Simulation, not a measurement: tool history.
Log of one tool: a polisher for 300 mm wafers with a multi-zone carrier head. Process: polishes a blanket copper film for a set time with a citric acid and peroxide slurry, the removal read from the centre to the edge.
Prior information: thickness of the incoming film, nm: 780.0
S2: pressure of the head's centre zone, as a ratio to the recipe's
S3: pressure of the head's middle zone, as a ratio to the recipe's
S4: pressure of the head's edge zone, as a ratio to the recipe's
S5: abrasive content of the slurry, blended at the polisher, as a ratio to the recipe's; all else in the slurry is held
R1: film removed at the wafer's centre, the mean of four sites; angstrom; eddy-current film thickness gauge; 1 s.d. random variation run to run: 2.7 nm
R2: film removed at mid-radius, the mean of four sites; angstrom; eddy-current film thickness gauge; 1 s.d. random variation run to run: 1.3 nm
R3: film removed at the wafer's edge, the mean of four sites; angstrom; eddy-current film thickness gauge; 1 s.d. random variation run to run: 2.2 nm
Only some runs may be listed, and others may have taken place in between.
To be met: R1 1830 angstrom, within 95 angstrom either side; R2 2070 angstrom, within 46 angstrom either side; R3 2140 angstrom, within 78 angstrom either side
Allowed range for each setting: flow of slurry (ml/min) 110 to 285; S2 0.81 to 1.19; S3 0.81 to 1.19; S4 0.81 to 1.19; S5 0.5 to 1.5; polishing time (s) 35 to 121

{"run": 1, "hour": 0.0, "flow of slurry (ml/min)": 180, "S2": 1, "S3": 1, "S4": 1, "S5": 1, "polishing time (s)": 78, "R1": 1348.3, "R2": 1388.2, "R3": 1353.4}
{"run": 2, "hour": 5.4, "flow of slurry (ml/min)": 180, "S2": 1.04, "S3": 1, "S4": 1, "S5": 1, "polishing time (s)": 78, "R1": 1342.9, "R2": 1387.3, "R3": 1342.7}
{"run": 3, "hour": 7.8, "flow of slurry (ml/min)": 180, "S2": 1.1, "S3": 1, "S4": 1, "S5": 1, "polishing time (s)": 78, "R1": 1474.5, "R2": 1384.4, "R3": 1359.9}
{"run": 4, "hour": 8.5, "flow of slurry (ml/min)": 180, "S2": 1.1, "S3": 1, "S4": 1, "S5": 1.1, "polishing time (s)": 78, "R1": 1473.1, "R2": 1414.3, "R3": 1404.7}
{"run": 5, "hour": 12.6, "flow of slurry (ml/min)": 180, "S2": 1.18, "S3": 1, "S4": 1, "S5": 1.1, "polishing time (s)": 78, "R1": 1616.7, "R2": 1416.3, "R3": 1386.8}
{"run": 6, "hour": 17.6, "flow of slurry (ml/min)": 180, "S2": 1.18, "S3": 1, "S4": 1, "S5": 1.1, "polishing time (s)": 86, "R1": 1723.5, "R2": 1574.3, "R3": 1516.8}
{"run": 7, "hour": 20.7, "flow of slurry (ml/min)": 185, "S2": 1.16, "S3": 1.01, "S4": 1.03, "S5": 1.15, "polishing time (s)": 87, "R1": 1756, "R2": 1640.9, "R3": 1598.4}
{"run": 8, "hour": 29.5, "flow of slurry (ml/min)": 190, "S2": 1.14, "S3": 1.01, "S4": 1.05, "S5": 1.2, "polishing time (s)": 88, "R1": 1799.7, "R2": 1682, "R3": 1673.6}
{"run": 9, "hour": 38.4, "flow of slurry (ml/min)": 195, "S2": 1.12, "S3": 1.02, "S4": 1.07, "S5": 1.25, "polishing time (s)": 88, "R1": 1842.6, "R2": 1694.4, "R3": 1704.7}
{"run": 10, "hour": 40.6, "flow of slurry (ml/min)": 165, "S2": 1.02, "S3": 1.12, "S4": 1.17, "S5": 1.5, "polishing time (s)": 104, "R1": 2055.1, "R2": 2275.8, "R3": 2125.3}
{"run": 11, "hour": 45.1, "flow of slurry (ml/min)": 160, "S2": 1.01, "S3": 1.11, "S4": 1.17, "S5": 1.5, "polishing time (s)": 104, "R1": 2040.1, "R2": 2238, "R3": 2144.9}
{"run": 12, "hour": 51.9, "flow of slurry (ml/min)": 155, "S2": 1, "S3": 1.1, "S4": 1.17, "S5": 1.5, "polishing time (s)": 104, "R1": 1972, "R2": 2194.5, "R3": 2140.7}

Which of these 5 next moves meets every target?
{"run": "A", "hour": 58.7, "flow of slurry (ml/min)": 150, "S2": 0.97, "S3": 1.16, "S4": 1.12, "S5": 1.5, "polishing time (s)": 101, "R1": "?", "R2": "?", "R3": "?"}
{"run": "B", "hour": 58.7, "flow of slurry (ml/min)": 170, "S2": 1.16, "S3": 0.97, "S4": 1.19, "S5": 1.3, "polishing time (s)": 106, "R1": "?", "R2": "?", "R3": "?"}
{"run": "C", "hour": 58.7, "flow of slurry (ml/min)": 140, "S2": 1.14, "S3": 1.19, "S4": 1.1, "S5": 1.5, "polishing time (s)": 108, "R1": "?", "R2": "?", "R3": "?"}
{"run": "D", "hour": 58.7, "flow of slurry (ml/min)": 130, "S2": 0.94, "S3": 1.06, "S4": 1.19, "S5": 1.5, "polishing time (s)": 103, "R1": "?", "R2": "?", "R3": "?"}
{"run": "E", "hour": 58.7, "flow of slurry (ml/min)": 155, "S2": 1.09, "S3": 1.04, "S4": 1.13, "S5": 1.35, "polishing time (s)": 104, "R1": "?", "R2": "?", "R3": "?"}

move=A R1=1839.5 R2=2240.7 R3=2068.2
move=B R1=2174.1 R2=1968.2 R3=2175.2
move=C R1=2215 R2=2425.8 R3=2178
move=D R1=1790.2 R2=2075.4 R3=2143.6
move=E R1=2024.8 R2=2047.3 R3=2085.4
A: further off than the last run
B: takes the result that was furthest off past its target
C: further off than the last run
D: each result inside its tolerance
E: corrects the largest miss of the last run, while another result sits out of spec
Move D is the one to make.
